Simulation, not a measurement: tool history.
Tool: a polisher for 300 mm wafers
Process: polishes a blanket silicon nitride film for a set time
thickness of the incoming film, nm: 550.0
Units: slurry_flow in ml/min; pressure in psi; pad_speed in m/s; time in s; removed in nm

run 1 day=0.000 | slurry_flow=160 pressure=3.2 pad_speed=1.42 time=58 | removed=126.82
run 2 day=0.279 | slurry_flow=160 pressure=3.2 pad_speed=1.70 time=58 | removed=143.98
run 3 day=0.608 | slurry_flow=160 pressure=3.2 pad_speed=1.70 time=61 | removed=155.78
run 4 day=0.700 | slurry_flow=160 pressure=3.9 pad_speed=1.70 time=61 | removed=187.63
run 5 day=1.025 | slurry_flow=160 pressure=3.7 pad_speed=1.70 time=61 | removed=173.48
run 6 day=1.225 | slurry_flow=195 pressure=3.7 pad_speed=1.70 time=61 | removed=178.15

The next listed run, before its measurement:
run 7 day=1.371 | slurry_flow=195 pressure=3.6 pad_speed=1.70 time=61 | removed=?

{"run 7": {"removed": 177.78}}

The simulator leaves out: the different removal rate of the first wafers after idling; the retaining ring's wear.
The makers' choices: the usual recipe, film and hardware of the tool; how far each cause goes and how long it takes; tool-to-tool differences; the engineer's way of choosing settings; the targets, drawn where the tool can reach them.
